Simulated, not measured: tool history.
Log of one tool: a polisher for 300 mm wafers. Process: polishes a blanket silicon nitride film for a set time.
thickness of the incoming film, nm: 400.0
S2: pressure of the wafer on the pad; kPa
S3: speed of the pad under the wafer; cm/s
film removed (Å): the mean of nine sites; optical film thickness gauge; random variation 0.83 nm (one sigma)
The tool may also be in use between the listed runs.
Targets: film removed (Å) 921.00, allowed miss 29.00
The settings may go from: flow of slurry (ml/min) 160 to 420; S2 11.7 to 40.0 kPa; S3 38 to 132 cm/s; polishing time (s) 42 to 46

Run 1, hour 0.0: flow of slurry (ml/min) 270, S2 25.5 kPa, S3 84 cm/s, polishing time (s) 46. Result: film removed (Å) 647.23.
Run 2, hour 3.7: flow of slurry (ml/min) 270, S2 25.5 kPa, S3 84 cm/s, polishing time (s) 46. Result: film removed (Å) 649.62.
Run 3, hour 11.7: flow of slurry (ml/min) 270, S2 28.3 kPa, S3 84 cm/s, polishing time (s) 46. Result: film removed (Å) 717.07.
Run 4, hour 15.4: flow of slurry (ml/min) 270, S2 30.3 kPa, S3 84 cm/s, polishing time (s) 46. Result: film removed (Å) 750.02.
Run 5, hour 22.5: flow of slurry (ml/min) 335, S2 30.3 kPa, S3 84 cm/s, polishing time (s) 46. Result: film removed (Å) 768.89.
Run 6, hour 27.7: flow of slurry (ml/min) 335, S2 31.7 kPa, S3 84 cm/s, polishing time (s) 46. Result: film removed (Å) 816.15.
Run 7, hour 30.8: flow of slurry (ml/min) 335, S2 32.4 kPa, S3 84 cm/s, polishing time (s) 46. Result: film removed (Å) 829.13.
Run 8, hour 37.4: flow of slurry (ml/min) 335, S2 33.1 kPa, S3 84 cm/s, polishing time (s) 46. Result: film removed (Å) 842.09.
Run 9, hour 46.1: flow of slurry (ml/min) 335, S2 33.8 kPa, S3 84 cm/s, polishing time (s) 46. Result: film removed (Å) 861.57.
Run 10, hour 50.7: flow of slurry (ml/min) 335, S2 34.5 kPa, S3 84 cm/s, polishing time (s) 46. Result: film removed (Å) 882.77.

Which of these 4 next moves meets every target?
Run A, hour 55.3: flow of slurry (ml/min) 360, S2 37.9 kPa, S3 86 cm/s, polishing time (s) 46. Result: film removed (Å) ?.
Run B, hour 55.3: flow of slurry (ml/min) 320, S2 35.9 kPa, S3 82 cm/s, polishing time (s) 45. Result: film removed (Å) ?.
Run C, hour 55.3: flow of slurry (ml/min) 310, S2 34.5 kPa, S3 88 cm/s, polishing time (s) 42. Result: film removed (Å) ?.
Run D, hour 55.3: flow of slurry (ml/min) 310, S2 32.4 kPa, S3 96 cm/s, polishing time (s) 46. Result: film removed (Å) ?.

move  film removed (Å)
   A            983.84
   B            868.91
   C            823.63
   D            910.37
A: takes the result that was furthest off past its target
B: further off than the last run
C: further off than the last run
D: meets every target
Answer: D
